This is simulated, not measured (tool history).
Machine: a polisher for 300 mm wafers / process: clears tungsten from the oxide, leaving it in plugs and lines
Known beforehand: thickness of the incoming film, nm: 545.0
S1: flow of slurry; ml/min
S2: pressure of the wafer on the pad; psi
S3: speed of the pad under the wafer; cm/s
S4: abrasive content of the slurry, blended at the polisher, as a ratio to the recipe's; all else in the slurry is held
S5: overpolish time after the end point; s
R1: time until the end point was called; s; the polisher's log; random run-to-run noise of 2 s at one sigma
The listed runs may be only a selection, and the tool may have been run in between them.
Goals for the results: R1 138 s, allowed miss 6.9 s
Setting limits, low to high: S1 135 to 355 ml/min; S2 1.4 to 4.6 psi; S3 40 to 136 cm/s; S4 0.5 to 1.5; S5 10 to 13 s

| run | hour | S1 | S2 | S3 | S4 | S5 | R1 |
|---|---|---|---|---|---|---|---|
| 1 | 0 | 225 | 3 | 88 | 1 | 13 | 199.36 |
| 2 | 0.6 | 225 | 3.3 | 88 | 1 | 13 | 181.99 |
| 3 | 7.9 | 225 | 3.5 | 88 | 1 | 13 | 167.49 |
| 4 | 11.1 | 225 | 3.5 | 88 | 1 | 10 | 170.51 |
| 5 | 13.7 | 225 | 3.7 | 88 | 1 | 10 | 164.19 |
| 6 | 19.4 | 250 | 3.7 | 88 | 1 | 10 | 156.33 |
| 7 | 24.3 | 295 | 3.9 | 88 | 1 | 10 | 153.1 |
| 8 | 30 | 295 | 4 | 88 | 1 | 10 | 149.59 |

Next run, 5 choices. One meets every target within its allowed miss, the rest don't. Which?
| A | 35.7 | 340 | 3.5 | 90 | 0.8 | 13 | ? |
| B | 35.7 | 310 | 3.4 | 94 | 1 | 13 | ? |
| C | 35.7 | 295 | 4.1 | 90 | 1.05 | 13 | ? |
| D | 35.7 | 295 | 3.7 | 82 | 1.05 | 10 | ? |
| E | 35.7 | 230 | 4.6 | 74 | 1 | 10 | ? |

| move | R1 |
|---|---|
| A | 170.85 |
| B | 162.01 |
| C | 139.53 |
| D | 167.99 |
| E | 154.09 |
A: its largest miss is bigger than the last run's
B: its largest miss is bigger than the last run's
C: hits every target within its allowed miss
D: its largest miss is bigger than the last run's
E: its largest miss is bigger than the last run's
Answer: C

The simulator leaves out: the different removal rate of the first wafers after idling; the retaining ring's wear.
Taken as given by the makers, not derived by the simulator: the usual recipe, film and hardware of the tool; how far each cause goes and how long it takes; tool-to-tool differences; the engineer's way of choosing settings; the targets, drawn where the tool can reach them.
